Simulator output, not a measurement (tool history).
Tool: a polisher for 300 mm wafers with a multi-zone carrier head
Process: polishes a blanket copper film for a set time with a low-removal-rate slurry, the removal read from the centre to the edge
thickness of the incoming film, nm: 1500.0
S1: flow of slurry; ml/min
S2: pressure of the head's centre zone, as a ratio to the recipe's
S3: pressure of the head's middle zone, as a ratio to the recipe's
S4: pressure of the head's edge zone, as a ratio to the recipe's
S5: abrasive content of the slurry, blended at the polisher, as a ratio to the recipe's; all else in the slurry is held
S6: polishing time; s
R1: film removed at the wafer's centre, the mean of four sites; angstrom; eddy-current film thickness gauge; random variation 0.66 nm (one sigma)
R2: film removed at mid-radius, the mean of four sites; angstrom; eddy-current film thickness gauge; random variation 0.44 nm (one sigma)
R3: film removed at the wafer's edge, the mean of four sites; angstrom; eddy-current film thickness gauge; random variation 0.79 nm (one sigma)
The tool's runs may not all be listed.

Run 1, hour 0: S1 175 ml/min, S2 1, S3 1, S4 1, S5 1, S6 41 s. Result: R1 1148.2 angstrom, R2 1150.7 angstrom, R3 1110.8 angstrom.
Run 2, hour 4.7: S1 170 ml/min, S2 0.97, S3 0.98, S4 1, S5 0.95, S6 39 s. Result: R1 1050.9 angstrom, R2 1055.3 angstrom, R3 1030.8 angstrom.
Run 3, hour 5.7: S1 170 ml/min, S2 0.94, S3 0.98, S4 1, S5 0.95, S6 39 s. Result: R1 1036 angstrom, R2 1052.4 angstrom, R3 1034.6 angstrom.
Run 4, hour 6.3: S1 160 ml/min, S2 0.92, S3 0.98, S4 1.02, S5 0.9, S6 37 s. Result: R1 930.82 angstrom, R2 969.8 angstrom, R3 974.69 angstrom.
Run 5, hour 12.8: S1 155 ml/min, S2 0.9, S3 0.98, S4 1.02, S5 0.85, S6 36 s. Result: R1 879.51 angstrom, R2 935.16 angstrom, R3 925.52 angstrom.
Run 6, hour 20.7: S1 155 ml/min, S2 0.9, S3 0.98, S4 1.02, S5 1.05, S6 36 s. Result: R1 902.87 angstrom, R2 975.63 angstrom, R3 963.32 angstrom.
Run 7, hour 25.7: S1 150 ml/min, S2 0.89, S3 0.97, S4 1.03, S5 1, S6 35 s. Result: R1 858.01 angstrom, R2 924.57 angstrom, R3 922.81 angstrom.
Run 8, hour 32.1: S1 145 ml/min, S2 0.88, S3 0.96, S4 1.04, S5 0.95, S6 34 s. Result: R1 794.06 angstrom, R2 873.46 angstrom, R3 889.13 angstrom.
Run 9, hour 34.5: S1 140 ml/min, S2 0.87, S3 0.95, S4 1.04, S5 0.9, S6 33 s. Result: R1 774.56 angstrom, R2 824.31 angstrom, R3 850.32 angstrom.
Run 10, hour 39.5: S1 130 ml/min, S2 0.81, S3 0.99, S4 1.14, S5 0.65, S6 23 s. Result: R1 477.88 angstrom, R2 549.68 angstrom, R3 578.68 angstrom.
Run 11, hour 41.6: S1 140 ml/min, S2 0.81, S3 0.99, S4 1.15, S5 0.7, S6 23 s. Result: R1 476.57 angstrom, R2 572.05 angstrom, R3 599.06 angstrom.
Run 12, hour 50.4: S1 140 ml/min, S2 0.81, S3 0.99, S4 1.15, S5 0.7, S6 23 s. Result: R1 488.12 angstrom, R2 567.3 angstrom, R3 613.05 angstrom.
Run 13, hour 55.5: S1 150 ml/min, S2 0.82, S3 0.99, S4 1.15, S5 0.7, S6 23 s. Result: R1 497.67 angstrom, R2 579.63 angstrom, R3 597.07 angstrom.
Run 14, hour 63.9: S1 150 ml/min, S2 0.83, S3 0.98, S4 1.15, S5 0.75, S6 23 s. Result: R1 510.04 angstrom, R2 580.39 angstrom, R3 603.15 angstrom.
Run 15, hour 69.8: S1 145 ml/min, S2 0.83, S3 0.97, S4 1.15, S5 0.8, S6 23 s. Result: R1 504.59 angstrom, R2 574.51 angstrom, R3 604.07 angstrom.
At hour 75: edge zone pressure recalibrated.
Run 16, hour 75: S1 145 ml/min, S2 0.83, S3 0.96, S4 1.14, S5 0.85, S6 23 s. Result: R1 524.05 angstrom, R2 588.6 angstrom, R3 651.41 angstrom.
Run 17, hour 76.7: S1 150 ml/min, S2 0.83, S3 0.96, S4 1.14, S5 0.85, S6 23 s. Result: R1 524.55 angstrom, R2 587.87 angstrom, R3 638.93 angstrom.
Run 18, hour 82.7: S1 155 ml/min, S2 0.83, S3 0.96, S4 1.14, S5 0.85, S6 23 s. Result: R1 522.45 angstrom, R2 591.22 angstrom, R3 645.25 angstrom.

Forecast run 19:
Run 19, hour 86.2: S1 165 ml/min, S2 0.84, S3 0.96, S4 1.14, S5 0.85, S6 23 s. Result: R1 ?, R2 ?, R3 ?.

Run 19 gave R1 530.67 angstrom, R2 599.99 angstrom, R3 648.28 angstrom.
